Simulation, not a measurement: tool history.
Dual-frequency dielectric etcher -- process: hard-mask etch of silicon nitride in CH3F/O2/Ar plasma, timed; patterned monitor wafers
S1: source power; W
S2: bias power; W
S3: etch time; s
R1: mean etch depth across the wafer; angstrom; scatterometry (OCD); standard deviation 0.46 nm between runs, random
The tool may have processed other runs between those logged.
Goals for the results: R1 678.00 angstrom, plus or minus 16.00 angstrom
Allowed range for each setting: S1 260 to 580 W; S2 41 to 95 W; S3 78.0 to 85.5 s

| run | hour | S1 | S2 | S3 | R1 |
|---|---|---|---|---|---|
| 1 | 0.0 | 420 | 68 | 85.5 | 584.14 |
| 2 | 7.8 | 420 | 64 | 85.5 | 572.00 |
| 3 | 8.8 | 460 | 67 | 85.5 | 613.43 |
| 4 | 16.3 | 480 | 68 | 85.5 | 616.85 |
| 5 | 22.1 | 420 | 68 | 85.5 | 577.95 |
| 6 | 27.9 | 450 | 70 | 85.5 | 610.70 |
| 7 | 34.7 | 470 | 71 | 85.5 | 617.09 |
| 8 | 35.6 | 470 | 71 | 85.5 | 624.11 |
| 9 | 36.7 | 490 | 72 | 85.5 | 643.38 |
| 10 | 45.5 | 500 | 72 | 85.5 | 643.06 |
| 11 | 53.8 | 510 | 73 | 85.5 | 660.13 |
| 12 | 59.7 | 520 | 73 | 85.5 | 662.10 |

4 next moves are on the table. One of them brings every result within its allowed miss. Which?
| A | 65.6 | 520 | 85 | 78.0 | ? |
| B | 65.6 | 500 | 72 | 85.5 | ? |
| C | 65.6 | 460 | 81 | 83.0 | ? |
| D | 65.6 | 550 | 76 | 84.0 | ? |

| move | R1 |
|---|---|
| A | 642.48 |
| B | 647.28 |
| C | 636.38 |
| D | 676.84 |
A: moves away from the targets compared with the last run
B: moves away from the targets compared with the last run
C: moves away from the targets compared with the last run
D: meets every target
Go with D: it meets all targets.
